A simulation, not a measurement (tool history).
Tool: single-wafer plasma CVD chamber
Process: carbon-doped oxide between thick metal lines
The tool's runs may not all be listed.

run  hour  heater temperature setpoint (K)  chamber pressure (Torr)  RF power (W)  deposition time (s)  mean film thickness on the monitor wafer (Å)
  1   0.0                           608.15                     5.69           625                  102                                        6770.7
  2   3.8                           608.15                     6.39           625                  102                                        6878.2
  3   4.6                           607.15                     6.47           635                  102                                        6989.6
  4  11.4                           606.15                     6.55           645                  102                                        7088.2
  5  20.3                           605.15                     6.62           655                  102                                        7192.0
  6  25.7                           615.15                     6.62           655                  102                                        6981.6
  7  30.6                           614.15                     6.71           665                  102                                        7053.2
  8  39.3                           613.15                     6.80           675                  102                                        7128.5
  9  47.2                           612.15                     6.88           685                  102                                        7234.5

The next listed run, before its measurement:
 10  48.7                           611.15                     6.94           690                  102                                             ?

Run 10 gave mean film thickness on the monitor wafer (Å) 7319.0.
